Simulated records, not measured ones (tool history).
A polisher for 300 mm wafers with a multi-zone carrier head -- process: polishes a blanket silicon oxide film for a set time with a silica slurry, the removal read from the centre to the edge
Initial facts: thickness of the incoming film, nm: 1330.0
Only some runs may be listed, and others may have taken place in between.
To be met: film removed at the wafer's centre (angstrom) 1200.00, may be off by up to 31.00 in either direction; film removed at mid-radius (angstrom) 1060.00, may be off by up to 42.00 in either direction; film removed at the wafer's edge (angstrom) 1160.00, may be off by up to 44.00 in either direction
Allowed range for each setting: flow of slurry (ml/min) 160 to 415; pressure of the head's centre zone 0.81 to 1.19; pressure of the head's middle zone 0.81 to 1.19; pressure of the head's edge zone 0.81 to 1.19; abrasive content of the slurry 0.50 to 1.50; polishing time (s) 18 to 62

run  hour  flow of slurry (ml/min)  pressure of the head's centre zone  pressure of the head's middle zone  pressure of the head's edge zone  abrasive content of the slurry  polishing time (s)  film removed at the wafer's centre (angstrom)  film removed at mid-radius (angstrom)  film removed at the wafer's edge (angstrom)
  1   0.0                      265                                1.00                                1.00                              1.00                            1.00                  40                                         868.92                                 853.87                                       857.79
  2   4.3                      265                                1.00                                1.00                              1.04                            1.00                  40                                         875.01                                 839.82                                       895.44
  3   8.4                      275                                1.04                                1.03                              1.07                            1.05                  40                                         923.94                                 880.37                                       931.79
  4  12.9                      285                                1.07                                1.05                              1.10                            1.15                  40                                         989.47                                 946.56                                       960.74
  5  15.6                      285                                1.08                                1.03                              1.12                            1.25                  40                                        1024.30                                 942.55                                      1006.00
  6  17.0                      230                                1.08                                1.03                              1.12                            1.25                  40                                         991.34                                 933.09                                      1011.20
  7  22.0                      215                                1.17                                1.05                              1.17                            1.50                  40                                        1147.50                                1002.80                                      1086.70
  8  28.4                      220                                1.17                                1.05                              1.18                            1.50                  40                                        1155.50                                1018.20                                      1073.50
  9  31.8                      220                                1.16                                1.04                              1.18                            1.50                  41                                        1151.60                                 998.15                                      1125.80
 10  32.7                      225                                1.16                                1.05                              1.18                            1.50                  41                                        1158.00                                1041.00                                      1078.40
 11  36.7                      210                                1.15                                1.02                              1.19                            1.50                  44                                        1226.40                                1079.20                                      1176.70

Pick the move, out of 4, that brings all results within their allowed miss; only one does.
  A  40.7                      230                                1.17                                1.05                              1.09                            1.45                  44                                              ?                                      ?                                            ?
  B  40.7                      295                                1.10                                1.00                              1.12                            1.40                  44                                              ?                                      ?                                            ?
  C  40.7                      190                                1.15                                1.00                              1.19                            1.50                  47                                              ?                                      ?                                            ?
  D  40.7                      255                                1.14                                1.15                              1.18                            1.40                  43                                              ?                                      ?                                            ?

move  film removed at the wafer's centre (angstrom)  film removed at mid-radius (angstrom)  film removed at the wafer's edge (angstrom)
   A                                        1250.30                                1089.10                                      1147.30
   B                                        1194.80                                1059.60                                      1172.50
   C                                        1293.00                                1102.80                                      1275.20
   D                                        1192.10                                1149.70                                      1162.10
A: moves away from the targets compared with the last run
B: each result inside its tolerance
C: moves away from the targets compared with the last run
D: brings the result that was furthest off to its target, and leaves another outside
Move B is the one to make.

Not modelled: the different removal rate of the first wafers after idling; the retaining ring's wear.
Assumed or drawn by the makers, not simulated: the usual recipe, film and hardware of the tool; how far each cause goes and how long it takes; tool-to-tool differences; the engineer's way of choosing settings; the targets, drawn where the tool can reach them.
